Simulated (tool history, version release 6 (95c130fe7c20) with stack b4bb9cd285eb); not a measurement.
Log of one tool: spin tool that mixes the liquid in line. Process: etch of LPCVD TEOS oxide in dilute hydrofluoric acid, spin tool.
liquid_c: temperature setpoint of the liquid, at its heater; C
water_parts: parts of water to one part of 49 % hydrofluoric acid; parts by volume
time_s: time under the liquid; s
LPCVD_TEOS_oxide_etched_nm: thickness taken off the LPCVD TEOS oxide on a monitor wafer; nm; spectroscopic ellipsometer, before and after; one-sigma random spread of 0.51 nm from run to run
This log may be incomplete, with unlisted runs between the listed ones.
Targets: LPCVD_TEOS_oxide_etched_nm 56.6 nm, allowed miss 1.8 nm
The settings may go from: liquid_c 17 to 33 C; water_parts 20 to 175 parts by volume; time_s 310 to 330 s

run	hour	liquid_c	water_parts	time_s	LPCVD_TEOS_oxide_etched_nm
1	0	25	95	310	65.584
2	4	27.5	95	310	70.794
3	11.2	27.5	95	310	71.645
4	14.3	26.5	95	310	69.095
5	20	26.5	95	330	73.458
6	28.3	26.5	130	330	51.615
7	35.2	27	130	330	52.022
8	36.8	27	130	330	51.417
9	37.7	27	130	330	52.229
10	42.4	27.5	130	330	52.915
11	44.8	28	130	330	54.046

4 next moves are on the table. One of them brings every result within its allowed miss. Which?
A	47.2	32.5	150	325	?
B	47.2	26.5	130	330	?
C	47.2	30.5	135	330	?
D	47.2	28.5	130	315	?

move	LPCVD_TEOS_oxide_etched_nm
A	52.555
B	50.803
C	56.362
D	52.266
A: misses by more than the last run did
B: misses by more than the last run did
C: every result lands within tolerance
D: misses by more than the last run did
The move that meets every target is C.
